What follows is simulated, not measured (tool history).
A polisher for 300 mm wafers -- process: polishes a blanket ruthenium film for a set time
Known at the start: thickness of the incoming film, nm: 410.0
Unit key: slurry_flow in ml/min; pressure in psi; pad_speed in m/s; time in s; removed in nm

{"run": 1, "hour": 0.0, "slurry_flow": 235, "pressure": 2.5, "pad_speed": 1.12, "time": 65, "removed": 73.346}
{"run": 2, "hour": 7.0, "slurry_flow": 230, "pressure": 2.2, "pad_speed": 1.12, "time": 65, "removed": 65.932}
{"run": 3, "hour": 12.1, "slurry_flow": 230, "pressure": 2, "pad_speed": 1.12, "time": 65, "removed": 59.963}
{"run": 4, "hour": 14.7, "slurry_flow": 230, "pressure": 2, "pad_speed": 1.12, "time": 68, "removed": 62.624}
{"run": 5, "hour": 21.9, "slurry_flow": 230, "pressure": 1.9, "pad_speed": 1.12, "time": 68, "removed": 59.886}
{"run": 6, "hour": 23.0, "slurry_flow": 230, "pressure": 1.4, "pad_speed": 1.12, "time": 68, "removed": 44.056}

Predict the results of run 7:
{"run": 7, "hour": 32.0, "slurry_flow": 230, "pressure": 1.5, "pad_speed": 1.12, "time": 68, "removed": "?"}

Run 7 gave removed 47.075 nm.
